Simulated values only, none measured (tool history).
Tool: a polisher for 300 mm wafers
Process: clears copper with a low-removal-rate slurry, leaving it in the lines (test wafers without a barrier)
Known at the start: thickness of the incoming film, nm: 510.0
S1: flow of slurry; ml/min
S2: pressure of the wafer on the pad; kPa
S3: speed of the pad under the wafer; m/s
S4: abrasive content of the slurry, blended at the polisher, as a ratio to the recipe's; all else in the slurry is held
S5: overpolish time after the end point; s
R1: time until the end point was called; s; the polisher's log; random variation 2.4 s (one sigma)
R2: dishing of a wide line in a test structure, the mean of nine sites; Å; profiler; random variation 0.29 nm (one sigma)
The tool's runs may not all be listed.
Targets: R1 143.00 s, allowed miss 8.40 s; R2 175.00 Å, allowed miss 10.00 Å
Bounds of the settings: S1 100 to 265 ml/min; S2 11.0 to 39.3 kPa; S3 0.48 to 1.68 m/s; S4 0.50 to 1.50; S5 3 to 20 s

| run | hour | S1 | S2 | S3 | S4 | S5 | R1 | R2 |
|---|---|---|---|---|---|---|---|---|
| 1 | 0.0 | 170 | 24.8 | 1.08 | 1.00 | 10 | 135.81 | 287.85 |
| 2 | 7.1 | 205 | 24.8 | 1.08 | 1.00 | 10 | 131.83 | 287.83 |
| 3 | 8.4 | 205 | 24.8 | 1.08 | 1.00 | 9 | 132.45 | 261.74 |
| 4 | 11.8 | 210 | 23.4 | 1.08 | 1.00 | 7 | 139.06 | 208.94 |
| 5 | 12.9 | 210 | 23.4 | 0.86 | 1.00 | 7 | 167.28 | 164.42 |
| 6 | 14.3 | 210 | 24.1 | 0.86 | 1.00 | 7 | 168.74 | 178.86 |
| 7 | 19.9 | 210 | 24.8 | 0.86 | 1.00 | 7 | 159.66 | 176.41 |
| 8 | 27.3 | 215 | 26.2 | 0.86 | 1.00 | 6 | 158.05 | 160.23 |
| 9 | 31.0 | 215 | 26.9 | 0.86 | 1.00 | 6 | 153.08 | 161.35 |

4 next moves are on the table. One of them brings every result within its allowed miss. Which?
| A | 34.7 | 215 | 24.1 | 0.84 | 1.40 | 8 | ? | ? |
| B | 34.7 | 195 | 27.6 | 0.78 | 0.95 | 7 | ? | ? |
| C | 34.7 | 195 | 26.9 | 0.90 | 1.25 | 6 | ? | ? |
| D | 34.7 | 250 | 27.6 | 0.86 | 1.15 | 7 | ? | ? |

| move | R1 | R2 |
|---|---|---|
| A | 160.13 | 212.16 |
| B | 170.35 | 178.39 |
| C | 143.53 | 181.12 |
| D | 144.81 | 206.54 |
A: takes the result that was furthest off past its target
B: brings the result that was furthest off to its target, and leaves another outside
C: meets every target
D: takes the result that was furthest off past its target
The right move is C.

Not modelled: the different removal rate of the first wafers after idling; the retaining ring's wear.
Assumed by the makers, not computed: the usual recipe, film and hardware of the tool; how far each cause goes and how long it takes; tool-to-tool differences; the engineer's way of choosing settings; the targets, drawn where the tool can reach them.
